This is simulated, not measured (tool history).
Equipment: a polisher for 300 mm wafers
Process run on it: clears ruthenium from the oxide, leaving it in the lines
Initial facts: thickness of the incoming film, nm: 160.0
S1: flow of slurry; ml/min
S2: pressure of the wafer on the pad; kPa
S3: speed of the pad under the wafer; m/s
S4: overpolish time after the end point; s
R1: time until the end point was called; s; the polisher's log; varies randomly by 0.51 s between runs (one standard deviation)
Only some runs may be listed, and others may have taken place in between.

run,hour,S1,S2,S3,S4,R1
1,0.0,210,17.2,1.26,34,76.867
2,6.9,175,17.2,1.26,34,79.224
3,8.9,175,17.2,1.02,34,95.643
4,12.2,175,17.2,1.02,34,93.589
5,19.7,180,19.3,1.02,34,84.942
6,24.5,185,20.7,1.04,34,77.966

For run 7, what comes out?
7,31.1,190,22.1,1.06,34,?

R1: 71.668 s

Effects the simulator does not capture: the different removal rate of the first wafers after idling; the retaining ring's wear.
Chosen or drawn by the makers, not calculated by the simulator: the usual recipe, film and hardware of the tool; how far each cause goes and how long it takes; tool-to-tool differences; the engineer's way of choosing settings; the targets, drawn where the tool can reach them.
